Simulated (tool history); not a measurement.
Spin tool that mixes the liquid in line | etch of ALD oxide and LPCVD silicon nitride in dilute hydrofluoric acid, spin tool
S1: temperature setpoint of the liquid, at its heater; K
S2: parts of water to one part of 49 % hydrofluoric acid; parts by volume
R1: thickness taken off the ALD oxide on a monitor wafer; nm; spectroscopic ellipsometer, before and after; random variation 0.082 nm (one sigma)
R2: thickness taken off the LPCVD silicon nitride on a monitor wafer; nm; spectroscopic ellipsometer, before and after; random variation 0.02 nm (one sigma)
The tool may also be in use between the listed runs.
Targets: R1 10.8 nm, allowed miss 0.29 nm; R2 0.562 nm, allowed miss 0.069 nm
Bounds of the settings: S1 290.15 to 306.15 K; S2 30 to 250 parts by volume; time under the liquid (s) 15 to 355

{"run": 1, "hour": 0.0, "S1": 298.15, "S2": 140, "time under the liquid (s)": 180, "R1": 14.709, "R2": 0.80694}
{"run": 2, "hour": 6.8, "S1": 297.15, "S2": 145, "time under the liquid (s)": 180, "R1": 13.477, "R2": 0.77487}
{"run": 3, "hour": 11.7, "S1": 296.15, "S2": 145, "time under the liquid (s)": 180, "R1": 12.984, "R2": 0.65884}
{"run": 4, "hour": 20.3, "S1": 296.15, "S2": 150, "time under the liquid (s)": 180, "R1": 12.431, "R2": 0.67748}
{"run": 5, "hour": 29.0, "S1": 299.15, "S2": 150, "time under the liquid (s)": 180, "R1": 13.86, "R2": 0.7967}
{"run": 6, "hour": 34.6, "S1": 298.15, "S2": 150, "time under the liquid (s)": 180, "R1": 13.591, "R2": 0.74947}
{"run": 7, "hour": 41.1, "S1": 297.15, "S2": 150, "time under the liquid (s)": 180, "R1": 13.071, "R2": 0.70978}
{"hour": 41.7, "done": "thermometer replaced"}
{"run": 8, "hour": 41.7, "S1": 297.15, "S2": 150, "time under the liquid (s)": 180, "R1": 11.786, "R2": 0.64186}
{"run": 9, "hour": 43.8, "S1": 296.65, "S2": 150, "time under the liquid (s)": 180, "R1": 11.598, "R2": 0.61264}
{"run": 10, "hour": 47.6, "S1": 296.15, "S2": 150, "time under the liquid (s)": 180, "R1": 11.57, "R2": 0.61786}
{"run": 11, "hour": 51.6, "S1": 296.15, "S2": 150, "time under the liquid (s)": 180, "R1": 11.431, "R2": 0.58865}

4 next moves are on the table. One of them brings every result within its allowed miss. Which?
{"run": "A", "hour": 55.6, "S1": 305.15, "S2": 230, "time under the liquid (s)": 210, "R1": "?", "R2": "?"}
{"run": "B", "hour": 55.6, "S1": 295.15, "S2": 140, "time under the liquid (s)": 175, "R1": "?", "R2": "?"}
{"run": "C", "hour": 55.6, "S1": 299.15, "S2": 115, "time under the liquid (s)": 110, "R1": "?", "R2": "?"}
{"run": "D", "hour": 55.6, "S1": 302.15, "S2": 200, "time under the liquid (s)": 190, "R1": "?", "R2": "?"}

move=A R1=11.022 R2=0.76788
move=B R1=11.681 R2=0.56699
move=C R1=10.754 R2=0.56175
move=D R1=10.742 R2=0.67134
A: brings the result that was furthest off to its target, and leaves another outside
B: further off than the last run
C: meets every target
D: brings the result that was furthest off to its target, and leaves another outside
Move C is the one to make.
